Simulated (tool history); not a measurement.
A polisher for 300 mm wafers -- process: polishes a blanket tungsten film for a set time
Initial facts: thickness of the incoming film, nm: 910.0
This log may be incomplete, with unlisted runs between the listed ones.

run    day  flow of slurry (ml/min)  pressure of the wafer on the pad (kPa)  speed of the pad under the wafer (cm/s)  abrasive content of the slurry  polishing time (s)  film removed (nm)
  1      0                      140                                    22.1                                       92                               1                  49             158.49
  2  0.367                      160                                    22.1                                       92                               1                  49             159.21
  3  0.533                      160                                    22.1                                       84                               1                  49             148.91
  4  0.658                      160                                    22.1                                       74                               1                  49             137.17
  5  0.988                      185                                    22.1                                       74                               1                  49             138.09
  6  1.208                      185                                    20.7                                       74                               1                  49             132.06

Forecast run 7:
  7  1.254                      180                                    19.3                                       74                               1                  49                  ?

For run 7 the tool returned film removed (nm) 123.73.
